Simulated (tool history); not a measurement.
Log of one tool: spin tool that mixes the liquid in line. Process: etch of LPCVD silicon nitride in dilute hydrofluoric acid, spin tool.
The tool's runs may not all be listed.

run,hour,temperature setpoint of the liquid (°C),parts of water to one part of 49 % hydrofluoric acid (parts by volume),time under the liquid (s),thickness taken off the LPCVD silicon nitride on a monitor wafer (nm)
1,0,24,90,280,1.424
2,1.7,23.5,90,280,1.3015
3,3.3,23.5,90,280,1.3757
4,4.4,23.5,90,300,1.4013
5,12.5,23,90,300,1.44
6,16.8,22.5,90,300,1.4388

Forecast run 7:
7,22.8,22,95,300,?

Run 7 gave thickness taken off the LPCVD silicon nitride on a monitor wafer (nm) 1.2767.

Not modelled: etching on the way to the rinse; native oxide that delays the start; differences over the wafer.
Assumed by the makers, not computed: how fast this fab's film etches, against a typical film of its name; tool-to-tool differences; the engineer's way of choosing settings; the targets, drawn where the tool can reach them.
